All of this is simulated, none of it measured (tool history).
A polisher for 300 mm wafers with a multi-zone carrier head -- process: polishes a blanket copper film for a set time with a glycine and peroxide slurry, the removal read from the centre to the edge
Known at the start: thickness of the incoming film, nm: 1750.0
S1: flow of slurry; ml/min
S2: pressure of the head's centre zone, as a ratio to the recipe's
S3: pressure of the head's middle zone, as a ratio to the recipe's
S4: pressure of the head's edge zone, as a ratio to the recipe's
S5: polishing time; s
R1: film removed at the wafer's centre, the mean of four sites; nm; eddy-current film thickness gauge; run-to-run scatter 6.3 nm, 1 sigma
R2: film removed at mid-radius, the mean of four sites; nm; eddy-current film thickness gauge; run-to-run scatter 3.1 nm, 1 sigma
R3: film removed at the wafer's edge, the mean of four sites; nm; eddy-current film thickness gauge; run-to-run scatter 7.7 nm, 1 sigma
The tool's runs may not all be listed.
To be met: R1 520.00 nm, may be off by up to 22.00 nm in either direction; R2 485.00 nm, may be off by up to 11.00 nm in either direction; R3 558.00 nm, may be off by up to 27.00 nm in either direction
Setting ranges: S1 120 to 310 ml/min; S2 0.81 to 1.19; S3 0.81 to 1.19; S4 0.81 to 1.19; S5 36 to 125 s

run,hour,S1,S2,S3,S4,S5,R1,R2,R3
1,0.0,200,1.00,1.00,1.00,80,395.98,403.34,405.76
2,5.5,200,1.04,1.00,1.00,80,418.80,399.64,401.99
3,7.4,205,1.04,0.99,1.04,84,436.05,416.40,441.03
4,14.7,215,1.05,1.00,1.07,86,462.56,437.59,457.54
5,18.8,220,1.05,0.99,1.10,88,461.32,439.52,462.61
6,27.5,205,1.05,0.98,1.12,91,469.64,452.22,489.86
7,29.1,205,1.05,0.97,1.13,93,477.98,452.58,498.52
8,31.0,210,1.05,0.97,1.14,95,492.03,463.66,521.06
9,32.0,215,1.05,0.97,1.15,96,509.66,470.17,528.23

Consider the 4 candidate settings below. Which is the only one whose results all fall within their allowed miss of target?
A,33.0,220,1.04,0.96,1.19,99,?,?,?
B,33.0,220,1.07,0.97,1.14,94,?,?,?
C,33.0,180,1.12,0.99,1.08,91,?,?,?
D,33.0,255,1.08,0.87,1.16,98,?,?,?

move,R1,R2,R3
A,505.55,486.84,547.73
B,494.00,466.25,509.95
C,488.85,449.30,474.20
D,528.03,450.47,542.47
A: all results in spec
B: misses by more than the last run did
C: misses by more than the last run did
D: misses by more than the last run did
Move A is the one to make.

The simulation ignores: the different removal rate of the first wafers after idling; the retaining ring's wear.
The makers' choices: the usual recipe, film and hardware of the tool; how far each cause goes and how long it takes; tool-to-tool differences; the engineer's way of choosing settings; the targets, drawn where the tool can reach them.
